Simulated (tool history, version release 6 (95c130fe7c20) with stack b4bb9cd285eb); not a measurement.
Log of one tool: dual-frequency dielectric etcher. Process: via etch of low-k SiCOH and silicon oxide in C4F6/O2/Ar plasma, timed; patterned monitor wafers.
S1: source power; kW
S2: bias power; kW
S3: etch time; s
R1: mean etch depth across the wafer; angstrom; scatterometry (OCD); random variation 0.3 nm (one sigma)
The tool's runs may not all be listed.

run	day	S1	S2	S3	R1
1	0.000	0.270	0.196	52.5	1215.2
2	0.288	0.250	0.196	52.5	1177.2
3	0.504	0.250	0.210	52.5	1205.8
4	0.738	0.240	0.209	52.5	1185.5
5	0.908	0.260	0.209	52.5	1213.3
6	1.204	0.260	0.209	55.0	1275.7
7	1.400	0.250	0.207	55.0	1255.6
8	1.575	0.240	0.206	55.0	1233.8
9	1.775	0.230	0.205	55.0	1209.4
10	2.088	0.220	0.204	55.0	1196.7

Run 11 comes next. What will it give?
11	2.454	0.210	0.203	55.0	?

{"run 11": {"R1": 1167.7}}
